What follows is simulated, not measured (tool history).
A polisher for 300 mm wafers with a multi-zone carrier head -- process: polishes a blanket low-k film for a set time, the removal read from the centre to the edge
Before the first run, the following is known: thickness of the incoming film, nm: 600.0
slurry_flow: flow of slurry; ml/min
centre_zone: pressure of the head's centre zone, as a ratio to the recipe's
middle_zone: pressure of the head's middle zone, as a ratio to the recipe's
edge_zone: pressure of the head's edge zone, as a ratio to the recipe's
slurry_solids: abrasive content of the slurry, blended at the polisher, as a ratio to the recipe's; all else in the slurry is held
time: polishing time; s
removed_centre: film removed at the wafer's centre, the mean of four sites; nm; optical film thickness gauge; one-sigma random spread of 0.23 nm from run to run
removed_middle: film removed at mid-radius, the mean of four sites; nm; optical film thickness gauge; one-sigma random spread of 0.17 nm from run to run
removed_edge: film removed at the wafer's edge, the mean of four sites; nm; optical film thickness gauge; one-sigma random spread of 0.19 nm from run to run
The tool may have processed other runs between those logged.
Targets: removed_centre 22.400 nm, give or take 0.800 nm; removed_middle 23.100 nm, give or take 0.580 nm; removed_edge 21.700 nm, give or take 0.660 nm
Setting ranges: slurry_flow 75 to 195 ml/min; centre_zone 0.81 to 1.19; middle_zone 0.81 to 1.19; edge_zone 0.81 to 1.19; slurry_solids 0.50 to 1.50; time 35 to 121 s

| run | hour | slurry_flow | centre_zone | middle_zone | edge_zone | slurry_solids | time | removed_centre | removed_middle | removed_edge |
|---|---|---|---|---|---|---|---|---|---|---|
| 1 | 0.0 | 125 | 1.00 | 1.00 | 1.00 | 1.00 | 78 | 17.612 | 17.500 | 17.812 |
| 2 | 4.3 | 145 | 1.00 | 1.00 | 1.00 | 1.00 | 78 | 18.304 | 17.764 | 18.452 |
| 3 | 9.3 | 145 | 0.95 | 1.00 | 1.00 | 1.00 | 78 | 17.657 | 17.796 | 18.014 |
| 4 | 10.7 | 160 | 0.95 | 1.00 | 1.00 | 1.00 | 78 | 17.833 | 18.337 | 18.518 |
| 5 | 11.9 | 170 | 1.00 | 1.05 | 1.02 | 1.05 | 78 | 19.057 | 19.662 | 19.412 |
| 6 | 18.0 | 170 | 1.00 | 1.05 | 1.02 | 1.05 | 63 | 15.445 | 15.814 | 15.461 |
| 7 | 19.3 | 175 | 1.04 | 1.08 | 1.04 | 1.20 | 65 | 17.824 | 17.928 | 17.181 |
|  | 24.7 | worn pad replaced by a new one |
| 8 | 24.7 | 175 | 1.04 | 1.08 | 1.04 | 1.20 | 65 | 20.085 | 20.174 | 19.694 |
| 9 | 26.7 | 175 | 1.06 | 1.11 | 1.06 | 1.20 | 65 | 20.671 | 20.746 | 19.856 |
| 10 | 30.4 | 175 | 1.06 | 1.13 | 1.08 | 1.20 | 65 | 20.883 | 20.999 | 19.676 |
| 11 | 39.3 | 175 | 1.05 | 1.14 | 1.12 | 1.20 | 65 | 20.290 | 21.233 | 20.414 |
| 12 | 41.5 | 180 | 1.06 | 1.15 | 1.13 | 1.20 | 65 | 20.508 | 21.216 | 20.542 |

Exactly one of the 5 candidate moves below puts every result within its allowed miss. Which one?
| A | 43.7 | 185 | 1.10 | 1.19 | 1.10 | 1.35 | 71 | ? | ? | ? |
| B | 43.7 | 160 | 1.05 | 1.15 | 1.10 | 1.30 | 75 | ? | ? | ? |
| C | 43.7 | 170 | 1.19 | 1.10 | 1.11 | 1.20 | 70 | ? | ? | ? |
| D | 43.7 | 195 | 1.09 | 1.10 | 1.01 | 1.30 | 70 | ? | ? | ? |
| E | 43.7 | 150 | 1.10 | 1.19 | 1.14 | 1.40 | 66 | ? | ? | ? |

| move | removed_centre | removed_middle | removed_edge |
|---|---|---|---|
| A | 24.470 | 25.306 | 23.172 |
| B | 23.813 | 25.067 | 23.718 |
| C | 24.254 | 22.067 | 21.668 |
| D | 23.760 | 23.318 | 21.713 |
| E | 22.212 | 23.064 | 21.710 |
A: takes the result that was furthest off past its target
B: takes the result that was furthest off past its target
C: better than the last run, though not everything is in spec
D: gets the furthest-off result to its target, but another result is out of tolerance
E: all results land within tolerance of their targets
The move that meets every target is E.
